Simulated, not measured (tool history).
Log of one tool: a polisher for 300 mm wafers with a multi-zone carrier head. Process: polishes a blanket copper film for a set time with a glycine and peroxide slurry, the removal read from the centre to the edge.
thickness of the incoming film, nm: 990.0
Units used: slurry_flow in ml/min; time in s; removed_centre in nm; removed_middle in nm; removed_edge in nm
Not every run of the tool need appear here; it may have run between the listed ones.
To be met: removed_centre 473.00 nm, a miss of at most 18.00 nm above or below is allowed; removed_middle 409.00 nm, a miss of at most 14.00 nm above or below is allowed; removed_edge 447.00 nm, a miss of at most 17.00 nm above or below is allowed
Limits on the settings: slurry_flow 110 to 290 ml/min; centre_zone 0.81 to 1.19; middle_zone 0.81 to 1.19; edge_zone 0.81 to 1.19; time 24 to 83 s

run	hour	slurry_flow	centre_zone	middle_zone	edge_zone	time	removed_centre	removed_middle	removed_edge
1	0.0	185	1.00	1.00	1.00	53	297.59	311.73	300.70
2	4.1	195	1.03	0.99	1.04	57	337.08	329.97	335.01
3	4.7	205	1.05	1.00	1.07	60	363.79	355.00	360.25
4	7.3	210	1.07	1.00	1.09	62	382.54	365.37	379.58
5	15.1	220	1.09	1.00	1.11	64	397.74	382.58	386.76
6	19.6	215	1.10	0.98	1.12	66	422.13	391.67	406.65
7	24.8	215	1.11	0.97	1.13	67	430.30	386.13	418.06
8	32.7	220	1.12	0.97	1.14	68	444.46	391.89	430.01
9	36.1	225	1.13	0.97	1.15	68	438.87	399.48	423.47

4 next moves are on the table. One of them brings every result within its allowed miss. Which?
A	39.5	265	1.11	1.00	1.14	63	?	?	?
B	39.5	180	1.12	0.93	1.11	75	?	?	?
C	39.5	225	0.91	0.99	1.19	68	?	?	?
D	39.5	230	1.05	0.98	1.19	70	?	?	?

move	removed_centre	removed_middle	removed_edge
A	415.38	383.15	398.24
B	474.48	410.65	452.86
C	363.29	403.38	433.88
D	430.19	412.44	447.52
A: lands further from the targets than the last run did
B: all results in spec
C: lands further from the targets than the last run did
D: lands further from the targets than the last run did
B meets every target.
